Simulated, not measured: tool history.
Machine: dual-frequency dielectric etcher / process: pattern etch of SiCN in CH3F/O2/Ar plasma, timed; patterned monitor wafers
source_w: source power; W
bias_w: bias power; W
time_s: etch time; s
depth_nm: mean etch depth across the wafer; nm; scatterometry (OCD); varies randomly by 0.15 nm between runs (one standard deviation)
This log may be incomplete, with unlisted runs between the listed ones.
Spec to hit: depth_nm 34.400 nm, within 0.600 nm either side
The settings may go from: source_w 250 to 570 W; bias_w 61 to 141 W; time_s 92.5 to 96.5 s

run 1 hour=0.0 | source_w=410 bias_w=101 time_s=92.5 | depth_nm=41.051
run 2 hour=5.5 | source_w=400 bias_w=100 time_s=92.5 | depth_nm=40.358
run 3 hour=13.5 | source_w=440 bias_w=100 time_s=92.5 | depth_nm=41.570
run 4 hour=21.5 | source_w=420 bias_w=98 time_s=92.5 | depth_nm=40.623
run 5 hour=23.2 | source_w=420 bias_w=98 time_s=96.5 | depth_nm=42.266
run 6 hour=25.5 | source_w=420 bias_w=84 time_s=96.5 | depth_nm=38.257
run 7 hour=31.8 | source_w=410 bias_w=84 time_s=96.5 | depth_nm=38.220
run 8 hour=32.4 | source_w=400 bias_w=84 time_s=96.5 | depth_nm=37.677
run 9 hour=36.0 | source_w=400 bias_w=84 time_s=96.5 | depth_nm=37.821
-- hour=43.5 wet clean of the chamber
run 10 hour=43.5 | source_w=390 bias_w=84 time_s=96.5 | depth_nm=35.412
run 11 hour=51.1 | source_w=380 bias_w=84 time_s=96.5 | depth_nm=35.257

5 candidate next runs follow, results not yet known. Just one meets every target within its allowed miss. Identify it.
run A hour=58.7 | source_w=340 bias_w=82 time_s=95.0 | depth_nm=?
run B hour=58.7 | source_w=360 bias_w=81 time_s=95.0 | depth_nm=?
run C hour=58.7 | source_w=420 bias_w=87 time_s=94.0 | depth_nm=?
run D hour=58.7 | source_w=350 bias_w=84 time_s=93.5 | depth_nm=?
run E hour=58.7 | source_w=390 bias_w=79 time_s=96.5 | depth_nm=?

move=A depth_nm=32.759
move=B depth_nm=33.166
move=C depth_nm=36.333
move=D depth_nm=33.097
move=E depth_nm=34.105
A: moves the result that the last run missed by most past its target, out the other side
B: moves the result that the last run missed by most past its target, out the other side
C: its largest miss is bigger than the last run's
D: moves the result that the last run missed by most past its target, out the other side
E: in spec on every target
The move that meets every target is E.
